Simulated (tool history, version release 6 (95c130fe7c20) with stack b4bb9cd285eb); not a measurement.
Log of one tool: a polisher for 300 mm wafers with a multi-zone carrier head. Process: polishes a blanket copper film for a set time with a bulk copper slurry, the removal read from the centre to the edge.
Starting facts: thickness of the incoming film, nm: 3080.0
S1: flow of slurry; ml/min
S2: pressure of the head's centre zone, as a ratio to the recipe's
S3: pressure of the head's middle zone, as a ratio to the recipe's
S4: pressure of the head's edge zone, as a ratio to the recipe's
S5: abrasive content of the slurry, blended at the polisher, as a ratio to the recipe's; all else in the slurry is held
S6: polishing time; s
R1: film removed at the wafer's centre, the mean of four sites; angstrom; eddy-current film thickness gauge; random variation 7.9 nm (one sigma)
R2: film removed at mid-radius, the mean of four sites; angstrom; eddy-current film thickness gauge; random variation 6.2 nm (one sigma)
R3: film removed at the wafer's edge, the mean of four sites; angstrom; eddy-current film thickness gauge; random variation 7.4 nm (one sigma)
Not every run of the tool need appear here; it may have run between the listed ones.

run    day   S1    S2    S3    S4    S5  S6      R1      R2      R3
  1      0  135     1     1     1     1  55  7122.3  6425.8  6548.5
  2  0.138  135     1  0.94     1     1  55  7067.9  6065.9  6481.3
  3  0.508  135  0.96  0.94     1     1  55    6886    6005  6443.9
  4  0.654  135  1.01  0.94     1     1  55  7226.4  6077.2    6477
     0.942  -- centre zone pressure recalibrated
  5  0.942  140  1.02  0.97  1.06  1.15  58  7235.9  6790.2  7456.1
  6  1.058  155  1.07  0.97  1.05  1.25  61  8508.7    7490  7925.8
  7  1.133  165  1.11  0.98  1.09  1.35  62  9271.8  7967.9    8401
  8  1.267  175  1.11  0.99  1.12   1.4  63  9647.5  8169.7  8887.1

Predict the results of run 9:
  9  1.471  180  1.1  1.02  1.14  1.45  63   ?   ?   ?

Run 9 gave R1 9581.4 angstrom, R2 8450.4 angstrom, R3 9159.7 angstrom.
